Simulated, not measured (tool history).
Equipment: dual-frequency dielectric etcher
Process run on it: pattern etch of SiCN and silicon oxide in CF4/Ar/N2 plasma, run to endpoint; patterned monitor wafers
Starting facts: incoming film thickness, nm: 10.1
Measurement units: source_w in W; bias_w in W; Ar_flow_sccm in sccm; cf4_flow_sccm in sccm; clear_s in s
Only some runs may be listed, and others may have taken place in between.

run 1 hour=0.0 | source_w=330 bias_w=72 Ar_flow_sccm=126 cf4_flow_sccm=76 | clear_s=16.605
run 2 hour=0.9 | source_w=330 bias_w=80 Ar_flow_sccm=126 cf4_flow_sccm=76 | clear_s=15.945
run 3 hour=5.9 | source_w=360 bias_w=81 Ar_flow_sccm=125 cf4_flow_sccm=76 | clear_s=14.529
run 4 hour=11.8 | source_w=360 bias_w=81 Ar_flow_sccm=141 cf4_flow_sccm=76 | clear_s=14.797
run 5 hour=14.5 | source_w=380 bias_w=82 Ar_flow_sccm=141 cf4_flow_sccm=76 | clear_s=13.692
run 6 hour=21.5 | source_w=380 bias_w=82 Ar_flow_sccm=124 cf4_flow_sccm=76 | clear_s=13.350

Predict the results of run 7:
run 7 hour=27.6 | source_w=390 bias_w=82 Ar_flow_sccm=124 cf4_flow_sccm=76 | clear_s=?

clear_s: 13.092 s
